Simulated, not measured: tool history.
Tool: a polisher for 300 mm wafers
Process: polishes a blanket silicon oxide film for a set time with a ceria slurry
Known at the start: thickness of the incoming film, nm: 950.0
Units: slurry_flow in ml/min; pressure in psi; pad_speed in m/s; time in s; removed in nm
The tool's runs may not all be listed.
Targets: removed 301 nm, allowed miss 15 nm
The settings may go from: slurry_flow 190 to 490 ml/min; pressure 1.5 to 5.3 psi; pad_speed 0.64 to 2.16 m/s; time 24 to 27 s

run 1 hour=0 | slurry_flow=315 pressure=3.4 pad_speed=1.4 time=27 | removed=216.02
run 2 hour=7.3 | slurry_flow=315 pressure=3.7 pad_speed=1.42 time=27 | removed=227.3
run 3 hour=8.8 | slurry_flow=315 pressure=4.2 pad_speed=1.42 time=27 | removed=258.52
run 4 hour=15.7 | slurry_flow=315 pressure=4.4 pad_speed=1.42 time=27 | removed=265.1
run 5 hour=17.6 | slurry_flow=315 pressure=4.4 pad_speed=1.12 time=27 | removed=222.86
run 6 hour=18.7 | slurry_flow=315 pressure=4.4 pad_speed=1.3 time=27 | removed=244.08
run 7 hour=21.3 | slurry_flow=315 pressure=4.6 pad_speed=1.32 time=27 | removed=259.69
run 8 hour=25 | slurry_flow=315 pressure=4.8 pad_speed=1.32 time=27 | removed=260.11

5 next moves are on the table. One of them brings every result within its allowed miss. Which?
run A hour=28.7 | slurry_flow=360 pressure=4.7 pad_speed=1.28 time=24 | removed=?
run B hour=28.7 | slurry_flow=245 pressure=5.1 pad_speed=1.46 time=25 | removed=?
run C hour=28.7 | slurry_flow=315 pressure=4.2 pad_speed=1.12 time=26 | removed=?
run D hour=28.7 | slurry_flow=295 pressure=5.3 pad_speed=1.12 time=27 | removed=?
run E hour=28.7 | slurry_flow=335 pressure=4.8 pad_speed=1.54 time=27 | removed=?

move=A removed=231.52
move=B removed=270.57
move=C removed=209.48
move=D removed=258.04
move=E removed=298.09
A: further off than the last run
B: nearer than the last run, and not there yet
C: further off than the last run
D: further off than the last run
E: meets every target
Move E is the one to make.

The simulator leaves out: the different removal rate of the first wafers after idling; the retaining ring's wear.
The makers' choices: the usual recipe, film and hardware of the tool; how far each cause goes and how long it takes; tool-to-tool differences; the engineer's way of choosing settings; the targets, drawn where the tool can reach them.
